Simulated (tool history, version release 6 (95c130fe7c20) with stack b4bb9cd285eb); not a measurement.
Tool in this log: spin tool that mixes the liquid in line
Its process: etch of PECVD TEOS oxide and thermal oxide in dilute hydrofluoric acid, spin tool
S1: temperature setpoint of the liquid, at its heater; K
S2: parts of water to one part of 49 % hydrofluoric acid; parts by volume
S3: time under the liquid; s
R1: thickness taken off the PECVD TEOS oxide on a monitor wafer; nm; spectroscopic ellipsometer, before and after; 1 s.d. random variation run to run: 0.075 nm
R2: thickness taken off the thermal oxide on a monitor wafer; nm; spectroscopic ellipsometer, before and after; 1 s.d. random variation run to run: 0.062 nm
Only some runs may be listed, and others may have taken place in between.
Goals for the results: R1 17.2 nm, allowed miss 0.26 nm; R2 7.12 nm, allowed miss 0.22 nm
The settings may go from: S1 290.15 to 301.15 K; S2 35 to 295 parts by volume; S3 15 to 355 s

run    day      S1   S2   S3      R1      R2
  1      0  293.15  165  180  9.7891  4.0467
  2  0.183  293.15  135  180  12.331  5.1053
  3  0.362  294.15  135  180  12.901    5.28
  4    0.7  294.15  170  180  9.7965  4.0456
  5  0.888  295.15  165  180  10.637  4.2902
  6  1.179  295.65  155  180  11.661  4.7503
  7  1.358  296.15  150  180  12.317  5.1039
  8  1.717  296.65  145  180  13.058  5.4011
  9  1.808  297.15  145  180  13.376  5.5075
 10  2.175  297.65  145  180  13.679  5.6006
 11  2.225  298.15  145  180  13.766  5.6872
 12  2.517  298.65  145  180  14.053  5.8668
 13  2.779  301.15  125  180  18.235  7.6429
 14  2.808  300.15  125  180  17.768  7.3671

Of the 4 settings listed for the next run, only one would bring every result within its allowed miss of target. Which one?
  A  2.838  299.15  115  165   ?   ?
  B  2.838  299.15  115  175   ?   ?
  C  2.838  296.15  125  210   ?   ?
  D  2.838  297.15  120  200   ?   ?

move      R1      R2
   A  17.206   7.163
   B  18.249  7.5971
   C  17.714  7.3747
   D  18.383  7.6532
A: every result lands within tolerance
B: moves away from the targets compared with the last run
C: nearer than the last run, and not there yet
D: moves away from the targets compared with the last run
The move that meets every target is A.
